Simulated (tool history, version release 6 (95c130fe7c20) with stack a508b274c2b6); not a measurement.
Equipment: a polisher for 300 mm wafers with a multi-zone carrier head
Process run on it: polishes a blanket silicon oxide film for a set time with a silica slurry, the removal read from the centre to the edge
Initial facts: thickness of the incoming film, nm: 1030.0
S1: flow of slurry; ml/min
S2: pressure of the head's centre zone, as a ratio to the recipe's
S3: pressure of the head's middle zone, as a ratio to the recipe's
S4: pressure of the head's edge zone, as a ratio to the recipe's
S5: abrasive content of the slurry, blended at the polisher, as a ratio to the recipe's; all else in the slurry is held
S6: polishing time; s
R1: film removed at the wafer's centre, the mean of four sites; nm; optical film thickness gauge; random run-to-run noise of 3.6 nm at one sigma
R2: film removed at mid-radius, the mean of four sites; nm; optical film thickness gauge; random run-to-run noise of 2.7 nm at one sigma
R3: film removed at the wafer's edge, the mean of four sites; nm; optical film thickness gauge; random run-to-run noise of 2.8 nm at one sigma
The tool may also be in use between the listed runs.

run    day   S1    S2    S3    S4    S5  S6      R1      R2      R3
  1      0  125     1     1     1     1  57  213.17  203.36  212.59
  2  0.354  125     1     1  1.05     1  57  216.74  208.35  223.21
  3  0.692  135  0.99  1.03  1.08  1.05  57  227.17  217.12  233.77
  4  0.896  135  0.96  1.06  1.07  1.15  58     232  242.11  249.89
  5    1.1  135  0.93  1.06  1.07  1.15  58  224.45  244.85  249.64
  6  1.267  135  0.93  1.06  1.11  1.15  58  224.01  244.11  255.93

Forecast run 7:
  7  1.329  170  0.93  1.16  1.18  1.25  58   ?   ?   ?

R1: 246.85 nm
R2: 289.23 nm
R3: 281 nm
